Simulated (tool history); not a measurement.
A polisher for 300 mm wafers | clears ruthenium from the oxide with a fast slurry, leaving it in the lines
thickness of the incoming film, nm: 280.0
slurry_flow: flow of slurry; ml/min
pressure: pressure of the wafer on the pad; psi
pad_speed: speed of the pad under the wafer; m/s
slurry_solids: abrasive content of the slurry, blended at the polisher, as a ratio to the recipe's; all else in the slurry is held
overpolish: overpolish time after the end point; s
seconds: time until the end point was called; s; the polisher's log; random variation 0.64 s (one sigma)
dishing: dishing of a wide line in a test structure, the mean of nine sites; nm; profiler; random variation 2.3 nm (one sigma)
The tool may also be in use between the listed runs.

run 1 hour=0.0 | slurry_flow=145 pressure=2.5 pad_speed=0.92 slurry_solids=1.0 overpolish=30 | seconds=87.086 dishing=73.957
run 2 hour=4.5 | slurry_flow=145 pressure=2.6 pad_speed=0.92 slurry_solids=1.0 overpolish=31 | seconds=85.007 dishing=80.642
run 3 hour=10.3 | slurry_flow=145 pressure=2.6 pad_speed=1.06 slurry_solids=1.0 overpolish=31 | seconds=74.712 dishing=89.821
run 4 hour=18.8 | slurry_flow=145 pressure=2.7 pad_speed=1.06 slurry_solids=1.0 overpolish=31 | seconds=70.950 dishing=93.476
run 5 hour=21.2 | slurry_flow=145 pressure=2.7 pad_speed=1.06 slurry_solids=1.1 overpolish=31 | seconds=68.729 dishing=93.423
run 6 hour=28.9 | slurry_flow=145 pressure=2.7 pad_speed=1.06 slurry_solids=1.1 overpolish=42 | seconds=66.950 dishing=115.870
run 7 hour=34.4 | slurry_flow=150 pressure=2.7 pad_speed=1.06 slurry_solids=1.1 overpolish=42 | seconds=69.409 dishing=119.850
run 8 hour=36.6 | slurry_flow=150 pressure=2.8 pad_speed=1.06 slurry_solids=1.1 overpolish=42 | seconds=67.441 dishing=119.620

The next listed run, before its measurement:
run 9 hour=44.0 | slurry_flow=150 pressure=2.9 pad_speed=1.06 slurry_solids=1.1 overpolish=42 | seconds=? dishing=?

Run 9 gave seconds 65.608 s, dishing 127.200 nm.
